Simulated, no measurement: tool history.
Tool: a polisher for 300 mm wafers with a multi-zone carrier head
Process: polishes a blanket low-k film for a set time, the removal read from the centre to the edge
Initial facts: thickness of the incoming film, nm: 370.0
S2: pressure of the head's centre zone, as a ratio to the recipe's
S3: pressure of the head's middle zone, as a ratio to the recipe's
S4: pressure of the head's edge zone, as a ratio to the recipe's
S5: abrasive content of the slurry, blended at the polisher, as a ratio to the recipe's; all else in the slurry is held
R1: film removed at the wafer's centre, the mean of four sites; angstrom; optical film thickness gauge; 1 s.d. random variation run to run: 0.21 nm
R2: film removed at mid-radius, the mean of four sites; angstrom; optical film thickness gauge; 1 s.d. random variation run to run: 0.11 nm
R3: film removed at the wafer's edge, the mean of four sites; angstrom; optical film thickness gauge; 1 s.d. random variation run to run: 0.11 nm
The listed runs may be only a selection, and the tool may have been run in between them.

Run 1, hour 0.0: flow of slurry (ml/min) 120, S2 1.00, S3 1.00, S4 1.00, S5 1.00, polishing time (s) 50. Result: R1 136.37 angstrom, R2 131.64 angstrom, R3 139.20 angstrom.
Run 2, hour 3.7: flow of slurry (ml/min) 120, S2 0.95, S3 1.00, S4 1.00, S5 1.00, polishing time (s) 50. Result: R1 134.25 angstrom, R2 132.59 angstrom, R3 137.55 angstrom.
Run 3, hour 9.4: flow of slurry (ml/min) 120, S2 0.95, S3 1.00, S4 1.00, S5 1.15, polishing time (s) 50. Result: R1 141.92 angstrom, R2 139.82 angstrom, R3 146.35 angstrom.
Run 4, hour 10.9: flow of slurry (ml/min) 130, S2 0.96, S3 1.01, S4 1.02, S5 1.15, polishing time (s) 50. Result: R1 145.71 angstrom, R2 145.21 angstrom, R3 148.54 angstrom.
Run 5, hour 18.9: flow of slurry (ml/min) 130, S2 0.96, S3 1.01, S4 0.93, S5 1.15, polishing time (s) 50. Result: R1 146.13 angstrom, R2 144.04 angstrom, R3 144.10 angstrom.
Run 6, hour 25.8: flow of slurry (ml/min) 130, S2 1.03, S3 1.01, S4 0.93, S5 1.15, polishing time (s) 50. Result: R1 149.62 angstrom, R2 145.08 angstrom, R3 143.89 angstrom.
Run 7, hour 26.5: flow of slurry (ml/min) 140, S2 1.02, S3 1.01, S4 0.98, S5 1.15, polishing time (s) 50. Result: R1 149.32 angstrom, R2 148.51 angstrom, R3 146.74 angstrom.
Run 8, hour 30.5: flow of slurry (ml/min) 140, S2 1.02, S3 1.00, S4 1.01, S5 1.20, polishing time (s) 50. Result: R1 152.66 angstrom, R2 149.46 angstrom, R3 153.04 angstrom.
Run 9, hour 35.5: flow of slurry (ml/min) 145, S2 1.03, S3 1.00, S4 1.03, S5 1.20, polishing time (s) 50. Result: R1 158.11 angstrom, R2 148.03 angstrom, R3 152.52 angstrom.
Run 10, hour 40.1: flow of slurry (ml/min) 145, S2 1.01, S3 1.01, S4 1.06, S5 1.25, polishing time (s) 50. Result: R1 157.90 angstrom, R2 155.63 angstrom, R3 159.55 angstrom.

Run 11, settings as shown, results not yet in. Your forecast:
Run 11, hour 42.3: flow of slurry (ml/min) 150, S2 1.01, S3 1.01, S4 1.08, S5 1.25, polishing time (s) 50. Result: R1 ?, R2 ?, R3 ?.

Run 11 came out at R1 164.59 angstrom, R2 152.93 angstrom, R3 160.64 angstrom.

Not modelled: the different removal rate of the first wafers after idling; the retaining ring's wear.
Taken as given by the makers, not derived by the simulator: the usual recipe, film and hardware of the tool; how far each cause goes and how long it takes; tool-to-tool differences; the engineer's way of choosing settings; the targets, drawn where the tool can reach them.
